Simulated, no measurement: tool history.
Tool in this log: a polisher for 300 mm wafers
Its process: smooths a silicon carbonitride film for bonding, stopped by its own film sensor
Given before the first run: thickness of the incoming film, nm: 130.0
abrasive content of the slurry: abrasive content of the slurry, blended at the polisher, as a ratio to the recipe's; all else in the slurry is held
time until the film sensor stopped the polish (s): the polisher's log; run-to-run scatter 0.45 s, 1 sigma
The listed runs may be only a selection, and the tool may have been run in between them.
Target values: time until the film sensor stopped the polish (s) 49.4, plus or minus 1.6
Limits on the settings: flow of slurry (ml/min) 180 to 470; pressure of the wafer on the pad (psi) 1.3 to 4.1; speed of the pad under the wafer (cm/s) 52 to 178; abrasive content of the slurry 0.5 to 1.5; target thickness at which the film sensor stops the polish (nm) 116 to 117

run	hour	flow of slurry (ml/min)	pressure of the wafer on the pad (psi)	speed of the pad under the wafer (cm/s)	abrasive content of the slurry	target thickness at which the film sensor stops the polish (nm)	time until the film sensor stopped the polish (s)
1	0	300	2.7	114	1	116	32.438
2	4.5	300	2.7	114	1.1	116	30.587
3	12.9	255	2.7	114	1.1	116	31.05
4	14	255	2.7	142	1.1	116	27.267
5	18.2	255	2.7	142	1.1	117	25.29
6	26.3	255	2.7	122	1.1	117	27.699
7	32.3	255	2.4	118	1.1	117	31.901
8	39.7	255	2.1	116	1.1	117	36.49
9	46.4	255	1.9	116	1.1	117	40.235
10	49.9	255	1.8	116	1.1	117	42.205
11	52.3	255	1.7	116	1.1	117	44.998
12	55.2	255	1.6	116	1.1	117	47.487

Which single option among these 4 for the next run brings every result within its allowed miss of target? Just one does.
A	58.1	295	1.5	118	1.1	116	?
B	58.1	220	1.6	98	1.2	116	?
C	58.1	285	1.7	94	0.95	117	?
D	58.1	310	1.6	126	1	116	?

move	time until the film sensor stopped the polish (s)
A	52.411
B	53.83
C	52.526
D	49.629
A: takes the biggest miss from the last run beyond its target
B: takes the biggest miss from the last run beyond its target
C: takes the biggest miss from the last run beyond its target
D: in spec on every target
D meets every target.
